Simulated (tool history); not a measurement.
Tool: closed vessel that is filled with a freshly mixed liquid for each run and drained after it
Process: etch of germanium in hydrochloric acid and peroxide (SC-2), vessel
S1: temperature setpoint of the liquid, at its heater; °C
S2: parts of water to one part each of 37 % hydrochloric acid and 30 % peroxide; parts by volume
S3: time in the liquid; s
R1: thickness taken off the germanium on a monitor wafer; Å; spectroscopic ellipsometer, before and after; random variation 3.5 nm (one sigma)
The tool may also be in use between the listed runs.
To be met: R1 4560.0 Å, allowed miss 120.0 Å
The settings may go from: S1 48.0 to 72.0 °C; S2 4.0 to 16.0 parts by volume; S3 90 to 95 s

{"run": 1, "hour": 0.0, "S1": 64.0, "S2": 9.0, "S3": 90, "R1": 6655.6}
{"run": 2, "hour": 1.7, "S1": 64.0, "S2": 12.0, "S3": 90, "R1": 6348.5}
{"run": 3, "hour": 9.4, "S1": 64.0, "S2": 12.0, "S3": 90, "R1": 6330.8}
{"run": 4, "hour": 16.2, "S1": 64.0, "S2": 11.0, "S3": 90, "R1": 6498.0}
{"run": 5, "hour": 24.4, "S1": 64.0, "S2": 11.0, "S3": 90, "R1": 6457.2}
{"run": 6, "hour": 28.7, "S1": 64.0, "S2": 9.5, "S3": 90, "R1": 6613.6}
{"run": 7, "hour": 35.5, "S1": 61.5, "S2": 9.5, "S3": 90, "R1": 6098.9}
{"run": 8, "hour": 36.2, "S1": 60.0, "S2": 9.5, "S3": 90, "R1": 5928.0}
{"run": 9, "hour": 37.3, "S1": 58.0, "S2": 9.5, "S3": 90, "R1": 5554.0}
{"run": 10, "hour": 40.8, "S1": 50.5, "S2": 10.0, "S3": 90, "R1": 4359.4}
{"run": 11, "hour": 41.4, "S1": 51.0, "S2": 10.0, "S3": 90, "R1": 4382.4}

Which of these 4 next moves meets every target?
{"run": "A", "hour": 42.0, "S1": 50.5, "S2": 10.5, "S3": 90, "R1": "?"}
{"run": "B", "hour": 42.0, "S1": 50.0, "S2": 8.5, "S3": 95, "R1": "?"}
{"run": "C", "hour": 42.0, "S1": 49.5, "S2": 10.0, "S3": 90, "R1": "?"}
{"run": "D", "hour": 42.0, "S1": 49.5, "S2": 10.5, "S3": 90, "R1": "?"}

move=A R1=4379.8
move=B R1=4636.1
move=C R1=4264.5
move=D R1=4244.5
A: as far off as the last run
B: meets every target
C: further off than the last run
D: further off than the last run
Answer: B

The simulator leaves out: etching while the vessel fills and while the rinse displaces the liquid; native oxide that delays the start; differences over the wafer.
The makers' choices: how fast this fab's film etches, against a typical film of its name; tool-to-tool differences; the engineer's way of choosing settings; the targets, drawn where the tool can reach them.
